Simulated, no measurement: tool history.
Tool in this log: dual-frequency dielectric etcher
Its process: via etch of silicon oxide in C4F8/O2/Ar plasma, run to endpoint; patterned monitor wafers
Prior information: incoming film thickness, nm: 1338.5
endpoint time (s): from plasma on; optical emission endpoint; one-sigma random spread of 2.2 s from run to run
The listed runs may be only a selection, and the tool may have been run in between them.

| run | day | source power (kW) | bias power (kW) | endpoint time (s) |
|---|---|---|---|---|
| 1 | 0.000 | 1.670 | 1.791 | 296.98 |
| 2 | 0.292 | 1.630 | 1.779 | 297.53 |
| 3 | 0.617 | 1.630 | 1.994 | 293.73 |
| 4 | 0.825 | 1.630 | 1.870 | 294.03 |
| 5 | 0.900 | 1.580 | 1.849 | 300.88 |
| 6 | 1.262 | 1.550 | 1.839 | 302.40 |
|  | 1.458 | source power generator calibrated |
| 7 | 1.458 | 1.520 | 1.827 | 300.83 |
| 8 | 1.488 | 1.470 | 1.793 | 303.91 |
| 9 | 1.646 | 1.430 | 1.765 | 306.34 |
| 10 | 1.925 | 1.390 | 1.741 | 309.63 |
| 11 | 2.254 | 1.360 | 1.724 | 315.75 |

What does the tool deliver on the next run?
| 12 | 2.400 | 1.350 | 1.718 | ? |

Run 12 measured endpoint time (s) 316.19.

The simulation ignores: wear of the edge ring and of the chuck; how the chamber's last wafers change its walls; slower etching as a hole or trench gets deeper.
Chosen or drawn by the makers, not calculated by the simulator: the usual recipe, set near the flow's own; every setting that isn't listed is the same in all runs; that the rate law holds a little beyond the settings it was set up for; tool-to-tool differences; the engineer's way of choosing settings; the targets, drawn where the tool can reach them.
